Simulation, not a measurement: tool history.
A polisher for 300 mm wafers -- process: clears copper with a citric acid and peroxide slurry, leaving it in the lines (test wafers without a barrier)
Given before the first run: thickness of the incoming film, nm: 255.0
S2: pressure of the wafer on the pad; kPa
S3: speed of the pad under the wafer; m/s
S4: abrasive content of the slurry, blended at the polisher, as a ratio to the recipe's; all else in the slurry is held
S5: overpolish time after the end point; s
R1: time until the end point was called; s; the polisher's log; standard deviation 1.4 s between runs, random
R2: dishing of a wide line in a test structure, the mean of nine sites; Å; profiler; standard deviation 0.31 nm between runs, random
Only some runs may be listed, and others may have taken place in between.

run 1 day=0 | flow_of_slurry_(ml/min)=250 S2=22.1 S3=1.1 S4=1 S5=20 | R1=88.351 R2=325.71
run 2 day=0.067 | flow_of_slurry_(ml/min)=250 S2=22.1 S3=1.1 S4=0.85 S5=20 | R1=90.689 R2=325.34
run 3 day=0.188 | flow_of_slurry_(ml/min)=250 S2=22.1 S3=1.1 S4=0.85 S5=12 | R1=89.53 R2=215.47
run 4 day=0.55 | flow_of_slurry_(ml/min)=250 S2=22.1 S3=1.1 S4=0.85 S5=8 | R1=89.099 R2=140.62
run 5 day=0.658 | flow_of_slurry_(ml/min)=250 S2=22.1 S3=1.1 S4=0.85 S5=13 | R1=89.83 R2=219.97
run 6 day=0.929 | flow_of_slurry_(ml/min)=250 S2=22.1 S3=1.1 S4=0.75 S5=13 | R1=90.962 R2=216.32
run 7 day=0.962 | flow_of_slurry_(ml/min)=255 S2=22.8 S3=1.1 S4=0.75 S5=11 | R1=89.307 R2=193.14
run 8 day=1.229 | flow_of_slurry_(ml/min)=255 S2=23.4 S3=1.1 S4=0.8 S5=10 | R1=85.74 R2=185.04
run 9 day=1.517 | flow_of_slurry_(ml/min)=255 S2=23.4 S3=1.1 S4=0.8 S5=10 | R1=83.893 R2=183.19
run 10 day=1.667 | flow_of_slurry_(ml/min)=260 S2=24.1 S3=1.1 S4=0.8 S5=9 | R1=83.767 R2=166.38

Predict the results of run 11:
run 11 day=2.021 | flow_of_slurry_(ml/min)=260 S2=24.8 S3=1.1 S4=0.8 S5=9 | R1=? R2=?

{"run 11": {"R1": 83.165, "R2": 179.43}}
